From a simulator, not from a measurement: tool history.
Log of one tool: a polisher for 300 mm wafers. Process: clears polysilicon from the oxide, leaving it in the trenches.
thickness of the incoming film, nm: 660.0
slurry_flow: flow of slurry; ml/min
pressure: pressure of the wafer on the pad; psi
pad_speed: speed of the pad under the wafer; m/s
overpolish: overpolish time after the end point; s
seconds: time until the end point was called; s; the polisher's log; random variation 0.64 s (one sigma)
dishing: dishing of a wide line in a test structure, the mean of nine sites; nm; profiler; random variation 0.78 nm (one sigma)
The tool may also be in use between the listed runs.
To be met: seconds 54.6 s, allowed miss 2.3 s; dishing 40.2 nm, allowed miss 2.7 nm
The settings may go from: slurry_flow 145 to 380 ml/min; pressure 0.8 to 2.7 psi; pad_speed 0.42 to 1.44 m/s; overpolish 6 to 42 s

Run 1, hour 0: slurry_flow 245 ml/min, pressure 1.7 psi, pad_speed 0.92 m/s, overpolish 21 s. Result: seconds 83.606 s, dishing 42.453 nm.
Run 2, hour 2.7: slurry_flow 245 ml/min, pressure 1.9 psi, pad_speed 0.92 m/s, overpolish 17 s. Result: seconds 73.082 s, dishing 41.973 nm.
Run 3, hour 8.8: slurry_flow 245 ml/min, pressure 1.9 psi, pad_speed 0.7 m/s, overpolish 17 s. Result: seconds 97.44 s, dishing 39.566 nm.
Run 4, hour 17.3: slurry_flow 220 ml/min, pressure 1.9 psi, pad_speed 0.7 m/s, overpolish 17 s. Result: seconds 96.232 s, dishing 39.953 nm.
Run 5, hour 23.7: slurry_flow 220 ml/min, pressure 1.9 psi, pad_speed 0.6 m/s, overpolish 17 s. Result: seconds 110.56 s, dishing 37.416 nm.
Run 6, hour 29.6: slurry_flow 215 ml/min, pressure 2.1 psi, pad_speed 0.64 m/s, overpolish 15 s. Result: seconds 93.647 s, dishing 38.441 nm.
Run 7, hour 30.7: slurry_flow 215 ml/min, pressure 2.3 psi, pad_speed 0.68 m/s, overpolish 14 s. Result: seconds 83.58 s, dishing 39.471 nm.
Run 8, hour 36: slurry_flow 210 ml/min, pressure 2.4 psi, pad_speed 0.74 m/s, overpolish 12 s. Result: seconds 75.103 s, dishing 39.562 nm.
Run 9, hour 39.1: slurry_flow 210 ml/min, pressure 2.5 psi, pad_speed 0.78 m/s, overpolish 10 s. Result: seconds 67.673 s, dishing 37.386 nm.
Run 10, hour 43.2: slurry_flow 210 ml/min, pressure 2.6 psi, pad_speed 0.8 m/s, overpolish 11 s. Result: seconds 63.904 s, dishing 38.696 nm.

Which of these 5 next moves meets every target?
Run A, hour 47.3: slurry_flow 215 ml/min, pressure 2.7 psi, pad_speed 1 m/s, overpolish 8 s. Result: seconds ?, dishing ?.
Run B, hour 47.3: slurry_flow 250 ml/min, pressure 2.5 psi, pad_speed 0.94 m/s, overpolish 9 s. Result: seconds ?, dishing ?.
Run C, hour 47.3: slurry_flow 330 ml/min, pressure 2.1 psi, pad_speed 0.74 m/s, overpolish 29 s. Result: seconds ?, dishing ?.
Run D, hour 47.3: slurry_flow 145 ml/min, pressure 2.4 psi, pad_speed 0.84 m/s, overpolish 11 s. Result: seconds ?, dishing ?.
Run E, hour 47.3: slurry_flow 200 ml/min, pressure 2.7 psi, pad_speed 1.02 m/s, overpolish 9 s. Result: seconds ?, dishing ?.

move  seconds  dishing
   A   50.122   38.987
   B   56.289   39.003
   C   81.783   42.505
   D   71.512   38.643
   E   49.691   40.027
A: takes the result that was furthest off past its target
B: meets every target
C: further off than the last run
D: further off than the last run
E: takes the result that was furthest off past its target
Move B is the one to make.

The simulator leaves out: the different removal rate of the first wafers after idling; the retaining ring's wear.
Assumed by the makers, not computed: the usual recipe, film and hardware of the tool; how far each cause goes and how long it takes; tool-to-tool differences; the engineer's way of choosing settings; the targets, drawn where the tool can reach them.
